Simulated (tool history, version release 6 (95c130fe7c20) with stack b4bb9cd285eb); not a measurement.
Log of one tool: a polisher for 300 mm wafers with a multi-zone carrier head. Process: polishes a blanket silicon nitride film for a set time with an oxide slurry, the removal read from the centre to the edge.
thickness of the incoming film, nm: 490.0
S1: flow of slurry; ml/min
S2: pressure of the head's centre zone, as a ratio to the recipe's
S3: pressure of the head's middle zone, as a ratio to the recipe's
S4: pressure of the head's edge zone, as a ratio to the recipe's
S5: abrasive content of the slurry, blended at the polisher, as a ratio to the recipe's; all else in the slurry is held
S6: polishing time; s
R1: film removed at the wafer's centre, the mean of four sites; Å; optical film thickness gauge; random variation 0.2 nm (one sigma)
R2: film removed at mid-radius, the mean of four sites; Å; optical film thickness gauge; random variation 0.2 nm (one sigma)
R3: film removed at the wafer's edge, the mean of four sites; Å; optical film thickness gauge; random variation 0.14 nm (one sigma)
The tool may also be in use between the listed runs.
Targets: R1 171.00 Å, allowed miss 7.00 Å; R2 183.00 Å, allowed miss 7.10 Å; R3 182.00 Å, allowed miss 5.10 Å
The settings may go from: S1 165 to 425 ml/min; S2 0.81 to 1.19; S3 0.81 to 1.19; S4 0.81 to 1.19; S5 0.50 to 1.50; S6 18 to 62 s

{"run": 1, "hour": 0.0, "S1": 275, "S2": 1.0, "S3": 1.0, "S4": 1.0, "S5": 1.0, "S6": 40, "R1": 323.89, "R2": 335.46, "R3": 330.23}
{"run": 2, "hour": 1.0, "S1": 275, "S2": 1.0, "S3": 1.08, "S4": 1.0, "S5": 1.0, "S6": 40, "R1": 329.54, "R2": 355.59, "R3": 330.74}
{"run": 3, "hour": 8.2, "S1": 300, "S2": 1.0, "S3": 1.08, "S4": 1.0, "S5": 1.0, "S6": 40, "R1": 328.08, "R2": 355.26, "R3": 332.53}
{"run": 4, "hour": 15.8, "S1": 335, "S2": 1.0, "S3": 1.08, "S4": 1.0, "S5": 1.0, "S6": 40, "R1": 336.65, "R2": 360.32, "R3": 335.31}
{"run": 5, "hour": 18.1, "S1": 280, "S2": 1.0, "S3": 1.08, "S4": 1.0, "S5": 1.0, "S6": 40, "R1": 328.19, "R2": 360.4, "R3": 332.31}
{"run": 6, "hour": 22.3, "S1": 280, "S2": 1.0, "S3": 1.08, "S4": 1.0, "S5": 1.15, "S6": 40, "R1": 347.02, "R2": 369.75, "R3": 344.24}
{"run": 7, "hour": 30.4, "S1": 280, "S2": 1.0, "S3": 1.06, "S4": 0.99, "S5": 1.1, "S6": 38, "R1": 328.2, "R2": 349.38, "R3": 323.25}
{"run": 8, "hour": 32.0, "S1": 280, "S2": 1.0, "S3": 1.04, "S4": 0.99, "S5": 1.05, "S6": 36, "R1": 305.34, "R2": 321.3, "R3": 298.05}
{"run": 9, "hour": 34.8, "S1": 280, "S2": 0.99, "S3": 1.02, "S4": 0.99, "S5": 1.0, "S6": 35, "R1": 282.33, "R2": 300.05, "R3": 288.46}
{"run": 10, "hour": 43.6, "S1": 270, "S2": 1.0, "S3": 0.97, "S4": 0.89, "S5": 0.75, "S6": 25, "R1": 184.43, "R2": 185.24, "R3": 177.21}
{"run": 11, "hour": 46.0, "S1": 270, "S2": 0.99, "S3": 0.97, "S4": 0.89, "S5": 0.75, "S6": 25, "R1": 184.18, "R2": 187.4, "R3": 178.19}
{"run": 12, "hour": 52.4, "S1": 270, "S2": 0.98, "S3": 0.97, "S4": 0.89, "S5": 0.75, "S6": 25, "R1": 185.82, "R2": 182.67, "R3": 177.22}
{"run": 13, "hour": 60.8, "S1": 265, "S2": 0.97, "S3": 0.98, "S4": 0.9, "S5": 0.75, "S6": 25, "R1": 179.51, "R2": 187.39, "R3": 179.06}
{"run": 14, "hour": 68.0, "S1": 265, "S2": 0.97, "S3": 0.98, "S4": 0.9, "S5": 0.75, "S6": 25, "R1": 181.9, "R2": 183.1, "R3": 175.9}

5 next moves are on the table. One of them brings every result within its allowed miss. Which?
{"run": "A", "hour": 75.2, "S1": 330, "S2": 0.93, "S3": 0.99, "S4": 0.99, "S5": 0.75, "S6": 24, "R1": "?", "R2": "?", "R3": "?"}
{"run": "B", "hour": 75.2, "S1": 320, "S2": 0.81, "S3": 1.11, "S4": 1.14, "S5": 0.8, "S6": 24, "R1": "?", "R2": "?", "R3": "?"}
{"run": "C", "hour": 75.2, "S1": 250, "S2": 0.9, "S3": 1.04, "S4": 0.91, "S5": 0.85, "S6": 23, "R1": "?", "R2": "?", "R3": "?"}
{"run": "D", "hour": 75.2, "S1": 325, "S2": 0.82, "S3": 1.03, "S4": 1.01, "S5": 0.95, "S6": 23, "R1": "?", "R2": "?", "R3": "?"}
{"run": "E", "hour": 75.2, "S1": 270, "S2": 0.81, "S3": 1.11, "S4": 1.1, "S5": 0.7, "S6": 26, "R1": "?", "R2": "?", "R3": "?"}

move=A R1=168.75 R2=184.07 R3=180.43
move=B R1=149.85 R2=205.31 R3=197.32
move=C R1=158.44 R2=186.09 R3=169.84
move=D R1=154.61 R2=197.49 R3=189.47
move=E R1=151.87 R2=208.47 R3=197.55
A: meets every target
B: takes the result that was furthest off past its target
C: takes the result that was furthest off past its target
D: takes the result that was furthest off past its target
E: takes the result that was furthest off past its target
The right move is A.
